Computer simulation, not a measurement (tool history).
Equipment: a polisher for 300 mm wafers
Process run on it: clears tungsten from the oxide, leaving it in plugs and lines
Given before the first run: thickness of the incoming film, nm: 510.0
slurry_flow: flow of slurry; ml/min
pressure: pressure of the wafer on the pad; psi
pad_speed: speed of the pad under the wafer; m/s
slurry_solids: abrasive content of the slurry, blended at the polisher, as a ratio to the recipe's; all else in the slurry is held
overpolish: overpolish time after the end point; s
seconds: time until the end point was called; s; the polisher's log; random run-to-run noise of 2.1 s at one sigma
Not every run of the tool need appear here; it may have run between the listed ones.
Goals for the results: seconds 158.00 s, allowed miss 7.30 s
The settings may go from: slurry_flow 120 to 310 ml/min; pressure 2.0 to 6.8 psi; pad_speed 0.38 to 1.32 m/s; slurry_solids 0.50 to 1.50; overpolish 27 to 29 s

run 1 hour=0.0 | slurry_flow=200 pressure=4.4 pad_speed=0.84 slurry_solids=1.00 overpolish=27 | seconds=103.65
run 2 hour=2.1 | slurry_flow=200 pressure=3.9 pad_speed=0.84 slurry_solids=1.00 overpolish=27 | seconds=116.87
run 3 hour=10.8 | slurry_flow=200 pressure=3.9 pad_speed=0.84 slurry_solids=1.00 overpolish=27 | seconds=113.08
run 4 hour=13.5 | slurry_flow=200 pressure=3.9 pad_speed=1.00 slurry_solids=1.00 overpolish=27 | seconds=97.42
run 5 hour=18.3 | slurry_flow=200 pressure=3.4 pad_speed=0.98 slurry_solids=1.00 overpolish=27 | seconds=113.00
run 6 hour=24.4 | slurry_flow=200 pressure=3.4 pad_speed=1.12 slurry_solids=1.00 overpolish=27 | seconds=100.02
run 7 hour=26.2 | slurry_flow=200 pressure=3.0 pad_speed=1.08 slurry_solids=1.00 overpolish=27 | seconds=116.39
run 8 hour=33.2 | slurry_flow=200 pressure=3.0 pad_speed=1.08 slurry_solids=1.00 overpolish=27 | seconds=115.78
run 9 hour=41.8 | slurry_flow=200 pressure=2.7 pad_speed=1.06 slurry_solids=1.00 overpolish=27 | seconds=133.65
run 10 hour=48.6 | slurry_flow=200 pressure=2.1 pad_speed=1.06 slurry_solids=1.00 overpolish=27 | seconds=164.97

Which one of the following 4 next-run settings gets every result inside its allowed miss? There is exactly one.
run A hour=55.4 | slurry_flow=135 pressure=2.2 pad_speed=0.96 slurry_solids=1.00 overpolish=27 | seconds=?
run B hour=55.4 | slurry_flow=220 pressure=2.1 pad_speed=1.04 slurry_solids=0.90 overpolish=27 | seconds=?
run C hour=55.4 | slurry_flow=190 pressure=2.1 pad_speed=1.06 slurry_solids=1.15 overpolish=29 | seconds=?
run D hour=55.4 | slurry_flow=185 pressure=2.3 pad_speed=0.96 slurry_solids=0.85 overpolish=27 | seconds=?

move=A seconds=179.56
move=B seconds=169.02
move=C seconds=158.65
move=D seconds=172.97
A: the biggest miss grows against the last run
B: the biggest miss grows against the last run
C: all results land within tolerance of their targets
D: the biggest miss grows against the last run
Correct choice: C, which meets every target
